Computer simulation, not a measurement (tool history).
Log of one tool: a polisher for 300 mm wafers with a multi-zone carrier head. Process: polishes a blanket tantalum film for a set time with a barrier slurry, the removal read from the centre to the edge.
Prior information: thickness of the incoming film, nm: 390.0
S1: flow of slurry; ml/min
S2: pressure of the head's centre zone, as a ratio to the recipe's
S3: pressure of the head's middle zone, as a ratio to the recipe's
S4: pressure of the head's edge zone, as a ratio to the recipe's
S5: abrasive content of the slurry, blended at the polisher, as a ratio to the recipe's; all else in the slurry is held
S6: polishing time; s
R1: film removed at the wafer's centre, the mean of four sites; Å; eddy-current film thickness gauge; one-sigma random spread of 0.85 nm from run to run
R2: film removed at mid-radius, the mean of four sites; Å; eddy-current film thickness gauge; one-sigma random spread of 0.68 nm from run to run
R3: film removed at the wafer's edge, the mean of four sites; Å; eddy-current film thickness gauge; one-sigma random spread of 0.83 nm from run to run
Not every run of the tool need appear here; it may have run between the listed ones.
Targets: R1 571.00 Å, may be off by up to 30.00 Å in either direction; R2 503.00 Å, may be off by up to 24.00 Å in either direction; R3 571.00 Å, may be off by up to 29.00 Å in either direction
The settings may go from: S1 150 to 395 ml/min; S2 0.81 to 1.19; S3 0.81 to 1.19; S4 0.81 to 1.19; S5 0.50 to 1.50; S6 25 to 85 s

Run 1, hour 0.0: S1 250 ml/min, S2 1.00, S3 1.00, S4 1.00, S5 1.00, S6 55 s. Result: R1 1212.10 Å, R2 1214.30 Å, R3 1210.00 Å.
Run 2, hour 5.6: S1 250 ml/min, S2 1.07, S3 1.00, S4 1.00, S5 1.00, S6 55 s. Result: R1 1309.80 Å, R2 1211.70 Å, R3 1226.50 Å.
Run 3, hour 10.3: S1 250 ml/min, S2 1.07, S3 1.00, S4 1.00, S5 0.80, S6 55 s. Result: R1 1233.20 Å, R2 1163.20 Å, R3 1162.60 Å.
Run 4, hour 11.3: S1 240 ml/min, S2 1.06, S3 0.98, S4 0.99, S5 0.75, S6 51 s. Result: R1 1122.60 Å, R2 1024.10 Å, R3 1056.50 Å.
Run 5, hour 14.4: S1 240 ml/min, S2 1.06, S3 0.98, S4 0.92, S5 0.75, S6 51 s. Result: R1 1114.80 Å, R2 1038.40 Å, R3 985.09 Å.
Run 6, hour 19.2: S1 195 ml/min, S2 1.06, S3 0.98, S4 0.92, S5 0.75, S6 51 s. Result: R1 1075.10 Å, R2 1015.00 Å, R3 988.78 Å.
Run 7, hour 26.4: S1 190 ml/min, S2 1.05, S3 0.96, S4 0.92, S5 0.70, S6 48 s. Result: R1 977.66 Å, R2 907.42 Å, R3 919.68 Å.
Run 8, hour 32.9: S1 190 ml/min, S2 1.04, S3 0.95, S4 0.92, S5 0.65, S6 45 s. Result: R1 884.33 Å, R2 820.11 Å, R3 863.02 Å.
Run 9, hour 35.2: S1 190 ml/min, S2 1.04, S3 0.95, S4 0.92, S5 0.65, S6 45 s. Result: R1 916.72 Å, R2 818.12 Å, R3 832.15 Å.
Run 10, hour 39.4: S1 185 ml/min, S2 1.02, S3 0.94, S4 0.92, S5 0.65, S6 43 s. Result: R1 828.15 Å, R2 776.21 Å, R3 806.47 Å.
Run 11, hour 45.0: S1 185 ml/min, S2 1.02, S3 0.93, S4 0.92, S5 0.65, S6 41 s. Result: R1 787.91 Å, R2 740.60 Å, R3 777.86 Å.

Next run, 4 choices. One meets every target within its allowed miss, the rest don't. Which?
Run A, hour 50.6: S1 230 ml/min, S2 1.05, S3 1.01, S4 0.84, S5 0.70, S6 27 s. Result: R1 ?, R2 ?, R3 ?.
Run B, hour 50.6: S1 160 ml/min, S2 1.06, S3 0.89, S4 1.05, S5 0.55, S6 31 s. Result: R1 ?, R2 ?, R3 ?.
Run C, hour 50.6: S1 150 ml/min, S2 0.98, S3 0.81, S4 0.96, S5 0.80, S6 34 s. Result: R1 ?, R2 ?, R3 ?.
Run D, hour 50.6: S1 220 ml/min, S2 1.02, S3 1.07, S4 0.81, S5 0.85, S6 28 s. Result: R1 ?, R2 ?, R3 ?.

move      R1      R2      R3
   A  569.31  546.44  512.33
   B  576.79  498.27  569.04
   C  631.35  548.79  658.48
   D  597.23  619.65  547.85
A: closer than the last run, but not yet in spec
B: every result within its allowed miss
C: closer than the last run, but not yet in spec
D: closer than the last run, but not yet in spec
Answer: B
